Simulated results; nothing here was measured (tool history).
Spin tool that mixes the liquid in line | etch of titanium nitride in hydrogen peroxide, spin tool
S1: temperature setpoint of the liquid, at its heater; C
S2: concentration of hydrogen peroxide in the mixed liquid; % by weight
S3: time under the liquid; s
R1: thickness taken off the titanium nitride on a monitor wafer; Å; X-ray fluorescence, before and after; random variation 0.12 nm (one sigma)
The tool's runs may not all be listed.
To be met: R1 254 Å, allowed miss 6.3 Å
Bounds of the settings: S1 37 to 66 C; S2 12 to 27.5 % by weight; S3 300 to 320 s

| run | hour | S1 | S2 | S3 | R1 |
|---|---|---|---|---|---|
| 1 | 0 | 53 | 18.5 | 300 | 156.63 |
| 2 | 4.8 | 54.5 | 18.5 | 300 | 171.44 |
| 3 | 11.3 | 55.5 | 18.5 | 300 | 184.88 |
| 4 | 18.8 | 55.5 | 18.5 | 320 | 197.4 |
| 5 | 22.5 | 56.5 | 18.5 | 320 | 212.33 |
| 6 | 31.3 | 56.5 | 16 | 320 | 204.89 |
| 7 | 37.8 | 57 | 16 | 320 | 213.59 |
| 8 | 43.6 | 57.5 | 16 | 320 | 221.67 |
| 9 | 45.6 | 58 | 16 | 320 | 227.61 |
| 10 | 47 | 60 | 16 | 320 | 262.85 |

Which of these 4 next moves meets every target?
| A | 48.4 | 59.5 | 15.5 | 320 | ? |
| B | 48.4 | 60 | 21.5 | 320 | ? |
| C | 48.4 | 61 | 18 | 300 | ? |
| D | 48.4 | 61 | 16 | 305 | ? |

| move | R1 |
|---|---|
| A | 252.99 |
| B | 280.76 |
| C | 271.38 |
| D | 269.1 |
A: meets every target
B: further off than the last run
C: further off than the last run
D: further off than the last run
Answer: A

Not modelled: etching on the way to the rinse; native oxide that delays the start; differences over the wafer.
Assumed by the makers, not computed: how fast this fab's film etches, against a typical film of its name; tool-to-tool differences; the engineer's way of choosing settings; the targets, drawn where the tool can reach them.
